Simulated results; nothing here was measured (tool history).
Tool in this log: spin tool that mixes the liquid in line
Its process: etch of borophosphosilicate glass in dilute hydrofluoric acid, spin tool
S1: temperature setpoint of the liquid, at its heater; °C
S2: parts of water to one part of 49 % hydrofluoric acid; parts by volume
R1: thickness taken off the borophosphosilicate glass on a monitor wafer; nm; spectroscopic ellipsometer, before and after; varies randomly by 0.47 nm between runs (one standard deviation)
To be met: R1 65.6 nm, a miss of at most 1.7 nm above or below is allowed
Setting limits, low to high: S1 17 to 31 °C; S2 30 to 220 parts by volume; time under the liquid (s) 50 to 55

{"run": 1, "hour": 0.0, "S1": 23, "S2": 125, "time under the liquid (s)": 50, "R1": 21.945}
{"run": 2, "hour": 8.6, "S1": 24.5, "S2": 110, "time under the liquid (s)": 50, "R1": 26.951}
{"run": 3, "hour": 10.0, "S1": 24.5, "S2": 130, "time under the liquid (s)": 50, "R1": 22.319}
{"run": 4, "hour": 12.1, "S1": 25.5, "S2": 115, "time under the liquid (s)": 50, "R1": 26.839}
{"run": 5, "hour": 13.3, "S1": 26.5, "S2": 100, "time under the liquid (s)": 50, "R1": 33.042}
{"run": 6, "hour": 15.4, "S1": 27.5, "S2": 90, "time under the liquid (s)": 50, "R1": 38.56}
{"hour": 19.0, "done": "hydrofluoric acid flow meter replaced"}
{"run": 7, "hour": 19.0, "S1": 28, "S2": 85, "time under the liquid (s)": 50, "R1": 39.54}
{"run": 8, "hour": 26.3, "S1": 28.5, "S2": 75, "time under the liquid (s)": 50, "R1": 46.163}
{"run": 9, "hour": 31.8, "S1": 29, "S2": 70, "time under the liquid (s)": 50, "R1": 50.216}
{"run": 10, "hour": 38.0, "S1": 29.5, "S2": 65, "time under the liquid (s)": 50, "R1": 56.546}
{"run": 11, "hour": 40.3, "S1": 30, "S2": 65, "time under the liquid (s)": 50, "R1": 56.868}

Which one of the following 4 next-run settings gets every result inside its allowed miss? There is exactly one.
{"run": "A", "hour": 42.6, "S1": 31, "S2": 65, "time under the liquid (s)": 55, "R1": "?"}
{"run": "B", "hour": 42.6, "S1": 29, "S2": 70, "time under the liquid (s)": 50, "R1": "?"}
{"run": "C", "hour": 42.6, "S1": 30, "S2": 65, "time under the liquid (s)": 55, "R1": "?"}
{"run": "D", "hour": 42.6, "S1": 31, "S2": 85, "time under the liquid (s)": 55, "R1": "?"}

move=A R1=65.274
move=B R1=50.628
move=C R1=62.807
move=D R1=48.431
A: every result lands within tolerance
B: further off than the last run
C: closer than the last run, but not yet in spec
D: further off than the last run
Go with A: it meets all targets.
